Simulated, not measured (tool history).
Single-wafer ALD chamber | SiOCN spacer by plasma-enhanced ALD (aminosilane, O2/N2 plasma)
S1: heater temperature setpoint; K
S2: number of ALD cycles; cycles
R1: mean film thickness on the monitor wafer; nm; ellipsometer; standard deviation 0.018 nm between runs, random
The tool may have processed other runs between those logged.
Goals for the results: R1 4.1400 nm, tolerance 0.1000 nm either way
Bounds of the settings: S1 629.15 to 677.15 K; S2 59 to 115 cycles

{"run": 1, "hour": 0.0, "S1": 653.15, "S2": 87, "R1": 5.0209}
{"run": 2, "hour": 2.3, "S1": 644.15, "S2": 87, "R1": 5.0551}
{"run": 3, "hour": 8.6, "S1": 644.15, "S2": 92, "R1": 5.3232}
{"run": 4, "hour": 9.4, "S1": 644.15, "S2": 84, "R1": 4.8857}
{"run": 5, "hour": 17.6, "S1": 644.15, "S2": 96, "R1": 5.6127}
{"run": 6, "hour": 22.6, "S1": 644.15, "S2": 93, "R1": 5.3951}
{"run": 7, "hour": 28.7, "S1": 644.15, "S2": 90, "R1": 5.2286}
{"run": 8, "hour": 36.1, "S1": 644.15, "S2": 87, "R1": 5.0688}
{"run": 9, "hour": 41.9, "S1": 644.15, "S2": 85, "R1": 4.9116}
{"run": 10, "hour": 44.7, "S1": 644.15, "S2": 83, "R1": 4.8056}
{"run": 11, "hour": 47.0, "S1": 644.15, "S2": 69, "R1": 4.0144}

Of the 5 settings listed for the next run, only one would bring every result within its allowed miss of target. Which one?
{"run": "A", "hour": 49.3, "S1": 649.15, "S2": 76, "R1": "?"}
{"run": "B", "hour": 49.3, "S1": 647.15, "S2": 75, "R1": "?"}
{"run": "C", "hour": 49.3, "S1": 659.15, "S2": 76, "R1": "?"}
{"run": "D", "hour": 49.3, "S1": 656.15, "S2": 71, "R1": "?"}
{"run": "E", "hour": 49.3, "S1": 642.15, "S2": 68, "R1": "?"}

move=A R1=4.4419
move=B R1=4.3834
move=C R1=4.4419
move=D R1=4.1497
move=E R1=3.9743
A: carries the result that was furthest off beyond its target, to the other side
B: carries the result that was furthest off beyond its target, to the other side
C: carries the result that was furthest off beyond its target, to the other side
D: each result inside its tolerance
E: its largest miss is bigger than the last run's
So the answer is move D, the one that meets all the targets.
